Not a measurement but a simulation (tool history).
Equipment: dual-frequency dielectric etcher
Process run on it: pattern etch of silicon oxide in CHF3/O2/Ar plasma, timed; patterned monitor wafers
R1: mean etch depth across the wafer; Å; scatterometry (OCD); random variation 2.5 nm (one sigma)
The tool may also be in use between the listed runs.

run 1 hour=0.0 | source_power_(W)=750 bias_power_(W)=177 etch_time_(s)=354.5 | R1=8691.7
run 2 hour=7.5 | source_power_(W)=750 bias_power_(W)=177 etch_time_(s)=322.0 | R1=7834.1
run 3 hour=12.3 | source_power_(W)=740 bias_power_(W)=177 etch_time_(s)=322.0 | R1=7799.7
run 4 hour=18.2 | source_power_(W)=820 bias_power_(W)=177 etch_time_(s)=322.0 | R1=8117.4
run 5 hour=21.1 | source_power_(W)=820 bias_power_(W)=200 etch_time_(s)=322.0 | R1=8608.9
run 6 hour=22.5 | source_power_(W)=790 bias_power_(W)=199 etch_time_(s)=322.0 | R1=8463.7
run 7 hour=23.7 | source_power_(W)=790 bias_power_(W)=199 etch_time_(s)=322.0 | R1=8377.8
run 8 hour=30.7 | source_power_(W)=790 bias_power_(W)=199 etch_time_(s)=322.0 | R1=8436.9
run 9 hour=37.9 | source_power_(W)=760 bias_power_(W)=198 etch_time_(s)=322.0 | R1=8298.4

For run 10, what comes out?
run 10 hour=40.6 | source_power_(W)=730 bias_power_(W)=197 etch_time_(s)=322.0 | R1=?

Run 10 gave R1 8128.4 Å.
